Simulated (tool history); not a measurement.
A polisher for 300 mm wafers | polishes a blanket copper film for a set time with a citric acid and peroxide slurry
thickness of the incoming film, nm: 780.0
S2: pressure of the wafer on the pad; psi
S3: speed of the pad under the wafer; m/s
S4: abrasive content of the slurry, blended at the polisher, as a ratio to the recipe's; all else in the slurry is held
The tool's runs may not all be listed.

Run 1, hour 0: flow of slurry (ml/min) 140, S2 3.4 psi, S3 1.2 m/s, S4 1, polishing time (s) 75. Result: film removed (angstrom) 1866.7.
Run 2, hour 2.9: flow of slurry (ml/min) 115, S2 3.4 psi, S3 1.2 m/s, S4 1, polishing time (s) 75. Result: film removed (angstrom) 1787.
Run 3, hour 3.9: flow of slurry (ml/min) 110, S2 3.1 psi, S3 1.12 m/s, S4 1, polishing time (s) 75. Result: film removed (angstrom) 1503.1.
Run 4, hour 11.2: flow of slurry (ml/min) 105, S2 2.8 psi, S3 1.06 m/s, S4 1, polishing time (s) 75. Result: film removed (angstrom) 1293.5.
Run 5, hour 20.2: flow of slurry (ml/min) 105, S2 2.8 psi, S3 1.26 m/s, S4 1, polishing time (s) 75. Result: film removed (angstrom) 1510.3.
Run 6, hour 28.9: flow of slurry (ml/min) 105, S2 2.6 psi, S3 1.18 m/s, S4 1, polishing time (s) 75. Result: film removed (angstrom) 1339.6.
Run 7, hour 35.4: flow of slurry (ml/min) 105, S2 2.4 psi, S3 1.12 m/s, S4 1, polishing time (s) 75. Result: film removed (angstrom) 1210.6.
Run 8, hour 42.6: flow of slurry (ml/min) 95, S2 1.5 psi, S3 0.78 m/s, S4 0.95, polishing time (s) 75. Result: film removed (angstrom) 543.97.
Run 9, hour 44.4: flow of slurry (ml/min) 105, S2 1.6 psi, S3 0.78 m/s, S4 0.95, polishing time (s) 75. Result: film removed (angstrom) 588.85.
Run 10, hour 49.3: flow of slurry (ml/min) 115, S2 1.6 psi, S3 0.78 m/s, S4 0.95, polishing time (s) 75. Result: film removed (angstrom) 611.8.
Run 11, hour 55.2: flow of slurry (ml/min) 120, S2 1.6 psi, S3 0.78 m/s, S4 0.95, polishing time (s) 75. Result: film removed (angstrom) 603.03.
Run 12, hour 59.3: flow of slurry (ml/min) 125, S2 1.6 psi, S3 0.78 m/s, S4 0.95, polishing time (s) 75. Result: film removed (angstrom) 618.38.
Run 13, hour 63.9: flow of slurry (ml/min) 130, S2 1.6 psi, S3 0.78 m/s, S4 0.95, polishing time (s) 75. Result: film removed (angstrom) 626.67.
Run 14, hour 69.4: flow of slurry (ml/min) 135, S2 1.6 psi, S3 0.78 m/s, S4 0.95, polishing time (s) 75. Result: film removed (angstrom) 631.24.
Run 15, hour 74.2: flow of slurry (ml/min) 140, S2 1.6 psi, S3 0.78 m/s, S4 0.95, polishing time (s) 75. Result: film removed (angstrom) 637.95.
Run 16, hour 82.2: flow of slurry (ml/min) 160, S2 1.8 psi, S3 0.78 m/s, S4 0.95, polishing time (s) 75. Result: film removed (angstrom) 731.54.
Run 17, hour 87.2: flow of slurry (ml/min) 155, S2 1.8 psi, S3 0.78 m/s, S4 0.95, polishing time (s) 75. Result: film removed (angstrom) 715.39.

The next listed run, before its measurement:
Run 18, hour 95: flow of slurry (ml/min) 150, S2 1.8 psi, S3 0.78 m/s, S4 0.95, polishing time (s) 75. Result: film removed (angstrom) ?.

Run 18 gave film removed (angstrom) 709.58.
